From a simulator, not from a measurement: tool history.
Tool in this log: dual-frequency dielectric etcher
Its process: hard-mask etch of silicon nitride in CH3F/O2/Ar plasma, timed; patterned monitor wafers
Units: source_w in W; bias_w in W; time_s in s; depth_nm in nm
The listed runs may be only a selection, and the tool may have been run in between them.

run	day	source_w	bias_w	time_s	depth_nm
1	0	460	98	109.5	84.861
2	0.217	460	98	101	78.345
3	0.592	440	97	101	76.429
4	0.892	440	107	101	78.422
5	0.988	380	107	101	73.801
6	1.208	380	107	109.5	80.894
7	1.512	370	104	109	78.544
8	1.696	360	102	108.5	76.622

Predict the results of run 9:
9	2.008	350	100	108.5	?

depth_nm: 75.155 nm

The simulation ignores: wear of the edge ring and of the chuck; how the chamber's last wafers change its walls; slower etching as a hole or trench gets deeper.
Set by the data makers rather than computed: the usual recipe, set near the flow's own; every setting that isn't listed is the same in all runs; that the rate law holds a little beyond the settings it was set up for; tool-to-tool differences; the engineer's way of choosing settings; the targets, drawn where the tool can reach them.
